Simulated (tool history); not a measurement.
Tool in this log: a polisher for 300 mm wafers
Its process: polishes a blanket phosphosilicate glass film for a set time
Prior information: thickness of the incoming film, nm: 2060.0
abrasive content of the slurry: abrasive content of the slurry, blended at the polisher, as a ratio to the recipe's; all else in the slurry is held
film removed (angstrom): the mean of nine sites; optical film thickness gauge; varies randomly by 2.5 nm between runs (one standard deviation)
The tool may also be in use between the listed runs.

run  hour  flow of slurry (ml/min)  pressure of the wafer on the pad (kPa)  speed of the pad under the wafer (m/s)  abrasive content of the slurry  polishing time (s)  film removed (angstrom)
  1     0                      300                                    17.2                                    1.16                               1                  63                   4760.8
  2   7.8                      345                                    17.2                                    1.16                               1                  63                   4841.6
  3  12.8                      345                                    17.2                                    1.16                             1.2                  63                   5278.2
  4  21.3                      340                                    15.2                                    1.16                             1.2                  63                   4919.5
  5  23.4                      340                                    15.2                                    1.16                             1.2                  63                   4904.9
  6  24.8                      340                                    11.7                                    1.16                             1.2                  63                   4220.1

Expected results for the next run?
  7  30.2                      335                                      11                                    1.16                             1.2                  63                        ?

Run 7 gave film removed (angstrom) 4053.6.

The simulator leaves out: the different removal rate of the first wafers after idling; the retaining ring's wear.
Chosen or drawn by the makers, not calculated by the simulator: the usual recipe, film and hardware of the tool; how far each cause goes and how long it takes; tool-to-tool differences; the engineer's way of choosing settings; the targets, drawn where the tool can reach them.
